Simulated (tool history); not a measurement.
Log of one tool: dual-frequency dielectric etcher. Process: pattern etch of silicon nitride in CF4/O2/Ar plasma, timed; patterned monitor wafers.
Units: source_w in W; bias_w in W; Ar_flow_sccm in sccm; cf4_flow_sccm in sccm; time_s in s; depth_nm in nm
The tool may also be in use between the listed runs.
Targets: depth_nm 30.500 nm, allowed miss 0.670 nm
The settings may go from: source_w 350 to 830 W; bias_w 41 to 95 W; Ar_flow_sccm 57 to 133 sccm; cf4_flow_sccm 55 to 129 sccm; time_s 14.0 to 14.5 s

Run 1, day 0.000: source_w 590 W, bias_w 68 W, Ar_flow_sccm 95 sccm, cf4_flow_sccm 92 sccm, time_s 14.0 s. Result: depth_nm 34.885 nm.
Run 2, day 0.308: source_w 560 W, bias_w 68 W, Ar_flow_sccm 95 sccm, cf4_flow_sccm 92 sccm, time_s 14.0 s. Result: depth_nm 33.849 nm.
Run 3, day 0.571: source_w 560 W, bias_w 68 W, Ar_flow_sccm 95 sccm, cf4_flow_sccm 92 sccm, time_s 14.5 s. Result: depth_nm 35.308 nm.
Run 4, day 0.600: source_w 560 W, bias_w 68 W, Ar_flow_sccm 95 sccm, cf4_flow_sccm 108 sccm, time_s 14.5 s. Result: depth_nm 35.537 nm.
Run 5, day 0.712: source_w 530 W, bias_w 68 W, Ar_flow_sccm 95 sccm, cf4_flow_sccm 108 sccm, time_s 14.5 s. Result: depth_nm 34.535 nm.
Run 6, day 0.933: source_w 500 W, bias_w 68 W, Ar_flow_sccm 95 sccm, cf4_flow_sccm 108 sccm, time_s 14.5 s. Result: depth_nm 33.694 nm.
Run 7, day 1.221: source_w 470 W, bias_w 68 W, Ar_flow_sccm 95 sccm, cf4_flow_sccm 108 sccm, time_s 14.5 s. Result: depth_nm 32.425 nm.
Run 8, day 1.579: source_w 470 W, bias_w 68 W, Ar_flow_sccm 95 sccm, cf4_flow_sccm 108 sccm, time_s 14.5 s. Result: depth_nm 32.282 nm.
At day 1.850: CF4 flow controller replaced.
Run 9, day 1.850: source_w 460 W, bias_w 68 W, Ar_flow_sccm 95 sccm, cf4_flow_sccm 108 sccm, time_s 14.5 s. Result: depth_nm 31.680 nm.
Run 10, day 2.012: source_w 460 W, bias_w 68 W, Ar_flow_sccm 95 sccm, cf4_flow_sccm 108 sccm, time_s 14.5 s. Result: depth_nm 31.511 nm.
Run 11, day 2.333: source_w 450 W, bias_w 68 W, Ar_flow_sccm 95 sccm, cf4_flow_sccm 108 sccm, time_s 14.5 s. Result: depth_nm 31.419 nm.

Which of these 4 next moves meets every target?
Run A, day 2.654: source_w 420 W, bias_w 70 W, Ar_flow_sccm 90 sccm, cf4_flow_sccm 109 sccm, time_s 14.5 s. Result: depth_nm ?.
Run B, day 2.654: source_w 360 W, bias_w 72 W, Ar_flow_sccm 91 sccm, cf4_flow_sccm 119 sccm, time_s 14.5 s. Result: depth_nm ?.
Run C, day 2.654: source_w 510 W, bias_w 66 W, Ar_flow_sccm 99 sccm, cf4_flow_sccm 113 sccm, time_s 14.5 s. Result: depth_nm ?.
Run D, day 2.654: source_w 490 W, bias_w 72 W, Ar_flow_sccm 106 sccm, cf4_flow_sccm 104 sccm, time_s 14.0 s. Result: depth_nm ?.

move  depth_nm
   A    30.730
   B    28.901
   C    33.340
   D    32.021
A: meets every target
B: takes the result that was furthest off past its target
C: further off than the last run
D: further off than the last run
Answer: A

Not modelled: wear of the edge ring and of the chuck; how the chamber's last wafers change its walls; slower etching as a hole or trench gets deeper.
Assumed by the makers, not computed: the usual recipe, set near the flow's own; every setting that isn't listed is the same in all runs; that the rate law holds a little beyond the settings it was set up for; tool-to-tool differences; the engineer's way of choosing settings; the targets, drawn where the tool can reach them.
